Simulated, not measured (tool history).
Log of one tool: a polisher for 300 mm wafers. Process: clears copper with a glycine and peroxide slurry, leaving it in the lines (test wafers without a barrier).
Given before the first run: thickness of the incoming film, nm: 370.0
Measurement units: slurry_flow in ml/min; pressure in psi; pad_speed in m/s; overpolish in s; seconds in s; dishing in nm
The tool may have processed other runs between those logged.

run	hour	slurry_flow	pressure	pad_speed	overpolish	seconds	dishing
1	0	145	2.1	1.26	23	80.319	72.263
2	5.2	145	2.1	1.52	23	67.052	80.62
3	13.6	145	2.1	1.52	33	68.256	103.17
4	15.5	145	2	1.52	31	70.706	92.658
5	23.7	145	2	1.36	31	74.552	93.895
6	25.2	145	1.9	1.36	29	80.373	80.349
7	33.6	145	1.8	1.36	28	84.641	80.248

Run 8 is up next; what results do you expect?
8	34.7	145	1.8	1.36	26	?	?

seconds: 86.228 s
dishing: 75.199 nm
